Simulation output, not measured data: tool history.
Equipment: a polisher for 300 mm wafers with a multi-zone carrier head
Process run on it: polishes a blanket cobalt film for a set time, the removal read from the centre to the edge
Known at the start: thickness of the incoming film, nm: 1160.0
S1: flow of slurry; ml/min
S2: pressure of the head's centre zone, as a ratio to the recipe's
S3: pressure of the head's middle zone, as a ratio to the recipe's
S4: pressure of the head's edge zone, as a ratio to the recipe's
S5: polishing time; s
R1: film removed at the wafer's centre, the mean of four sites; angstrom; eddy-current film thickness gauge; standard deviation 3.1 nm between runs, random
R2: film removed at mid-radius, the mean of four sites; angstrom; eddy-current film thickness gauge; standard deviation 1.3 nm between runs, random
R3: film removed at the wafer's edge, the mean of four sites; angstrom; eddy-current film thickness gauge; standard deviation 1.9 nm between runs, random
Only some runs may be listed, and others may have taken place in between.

run,day,S1,S2,S3,S4,S5,R1,R2,R3
1,0.000,185,1.00,1.00,1.00,40,2673.6,2645.7,2621.3
2,0.338,175,1.00,0.97,1.00,39,2534.1,2500.3,2530.0
3,0.425,175,1.00,0.97,0.94,39,2457.5,2498.7,2419.2
4,0.775,175,1.00,0.97,0.88,39,2521.0,2492.7,2390.3
5,1.038,170,1.02,0.94,0.91,38,2522.3,2344.2,2337.9
6,1.358,165,1.02,0.92,0.93,37,2386.3,2229.0,2342.7
7,1.546,165,1.02,0.92,0.93,37,2415.1,2230.0,2291.1
8,1.867,160,1.02,0.90,0.94,36,2397.4,2133.5,2239.9
9,2.179,155,1.01,0.88,0.95,36,2287.9,2089.1,2259.5
10,2.546,150,1.02,0.87,0.95,36,2341.7,2040.2,2256.2
11,2.804,145,1.02,0.86,0.95,36,2277.8,2010.2,2232.9
12,3.088,140,1.02,0.85,0.95,36,2300.9,1987.3,2212.2

Run 13 comes next. What will it give?
13,3.121,135,1.02,0.84,0.96,36,?,?,?

{"run 13": {"R1": 2267.0, "R2": 1940.6, "R3": 2212.6}}

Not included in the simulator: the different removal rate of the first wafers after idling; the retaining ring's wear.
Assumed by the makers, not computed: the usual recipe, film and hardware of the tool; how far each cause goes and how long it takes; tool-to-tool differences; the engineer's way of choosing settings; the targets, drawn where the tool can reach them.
